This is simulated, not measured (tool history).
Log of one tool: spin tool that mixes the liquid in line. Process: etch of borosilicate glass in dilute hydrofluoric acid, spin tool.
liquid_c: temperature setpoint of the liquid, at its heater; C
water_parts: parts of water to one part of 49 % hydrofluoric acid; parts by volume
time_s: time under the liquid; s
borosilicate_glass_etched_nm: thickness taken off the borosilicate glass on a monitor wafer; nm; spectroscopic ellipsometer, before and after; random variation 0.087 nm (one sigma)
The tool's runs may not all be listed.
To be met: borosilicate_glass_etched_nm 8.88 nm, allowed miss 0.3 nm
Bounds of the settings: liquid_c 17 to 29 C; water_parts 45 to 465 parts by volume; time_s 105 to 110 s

Run 1, hour 0: liquid_c 21 C, water_parts 255 parts by volume, time_s 105 s. Result: borosilicate_glass_etched_nm 13.479 nm.
Run 2, hour 7.5: liquid_c 23.5 C, water_parts 255 parts by volume, time_s 105 s. Result: borosilicate_glass_etched_nm 14.86 nm.
Run 3, hour 11.7: liquid_c 23.5 C, water_parts 255 parts by volume, time_s 110 s. Result: borosilicate_glass_etched_nm 15.452 nm.
Run 4, hour 18.9: liquid_c 22.5 C, water_parts 270 parts by volume, time_s 110 s. Result: borosilicate_glass_etched_nm 13.785 nm.
Run 5, hour 25.2: liquid_c 24.5 C, water_parts 270 parts by volume, time_s 110 s. Result: borosilicate_glass_etched_nm 14.963 nm.
Run 6, hour 29.8: liquid_c 24.5 C, water_parts 270 parts by volume, time_s 105 s. Result: borosilicate_glass_etched_nm 14.216 nm.
Run 7, hour 36.2: liquid_c 23 C, water_parts 280 parts by volume, time_s 105 s. Result: borosilicate_glass_etched_nm 13.027 nm.
Run 8, hour 38.8: liquid_c 22 C, water_parts 290 parts by volume, time_s 105 s. Result: borosilicate_glass_etched_nm 11.82 nm.
Run 9, hour 42.6: liquid_c 21 C, water_parts 295 parts by volume, time_s 105 s. Result: borosilicate_glass_etched_nm 11.316 nm.
Run 10, hour 44.7: liquid_c 20.5 C, water_parts 300 parts by volume, time_s 105 s. Result: borosilicate_glass_etched_nm 10.917 nm.
Run 11, hour 47.3: liquid_c 20 C, water_parts 305 parts by volume, time_s 105 s. Result: borosilicate_glass_etched_nm 10.277 nm.

4 next moves are on the table. One of them brings every result within its allowed miss. Which?
Run A, hour 49.9: liquid_c 20 C, water_parts 345 parts by volume, time_s 105 s. Result: borosilicate_glass_etched_nm ?.
Run B, hour 49.9: liquid_c 22.5 C, water_parts 345 parts by volume, time_s 105 s. Result: borosilicate_glass_etched_nm ?.
Run C, hour 49.9: liquid_c 22 C, water_parts 335 parts by volume, time_s 105 s. Result: borosilicate_glass_etched_nm ?.
Run D, hour 49.9: liquid_c 18.5 C, water_parts 330 parts by volume, time_s 110 s. Result: borosilicate_glass_etched_nm ?.

move  borosilicate_glass_etched_nm
   A                        8.8219
   B                        9.6307
   C                        9.8362
   D                          9.27
A: meets every target
B: nearer than the last run, and not there yet
C: nearer than the last run, and not there yet
D: nearer than the last run, and not there yet
Answer: A
